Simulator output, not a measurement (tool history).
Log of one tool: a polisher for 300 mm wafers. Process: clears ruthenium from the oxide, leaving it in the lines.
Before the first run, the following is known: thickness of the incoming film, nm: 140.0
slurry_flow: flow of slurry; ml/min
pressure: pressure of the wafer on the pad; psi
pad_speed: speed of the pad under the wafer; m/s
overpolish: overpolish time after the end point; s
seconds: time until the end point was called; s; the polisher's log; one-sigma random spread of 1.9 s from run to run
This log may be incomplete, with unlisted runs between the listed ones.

run 1 hour=0 | slurry_flow=180 pressure=2.3 pad_speed=0.82 overpolish=5 | seconds=135.44
run 2 hour=9 | slurry_flow=180 pressure=2.2 pad_speed=0.82 overpolish=5 | seconds=139.85
run 3 hour=15.5 | slurry_flow=180 pressure=2.2 pad_speed=0.68 overpolish=5 | seconds=169.15
run 4 hour=20 | slurry_flow=180 pressure=2.1 pad_speed=0.68 overpolish=5 | seconds=175.1
run 5 hour=23.8 | slurry_flow=180 pressure=2 pad_speed=0.68 overpolish=5 | seconds=182.34
run 6 hour=29.8 | slurry_flow=160 pressure=2 pad_speed=0.68 overpolish=5 | seconds=185.23
run 7 hour=35.4 | slurry_flow=145 pressure=1.6 pad_speed=0.68 overpolish=5 | seconds=236.51
run 8 hour=42.2 | slurry_flow=150 pressure=1.6 pad_speed=0.68 overpolish=5 | seconds=234.46
run 9 hour=47.8 | slurry_flow=155 pressure=1.6 pad_speed=0.68 overpolish=5 | seconds=236.03
run 10 hour=53.9 | slurry_flow=160 pressure=1.6 pad_speed=0.68 overpolish=5 | seconds=230.2

Estimate the outcome of run 11 from the log above:
-- hour=61.7 head pressure recalibrated
run 11 hour=61.7 | slurry_flow=160 pressure=1.6 pad_speed=0.68 overpolish=5 | seconds=?

seconds: 208.91 s
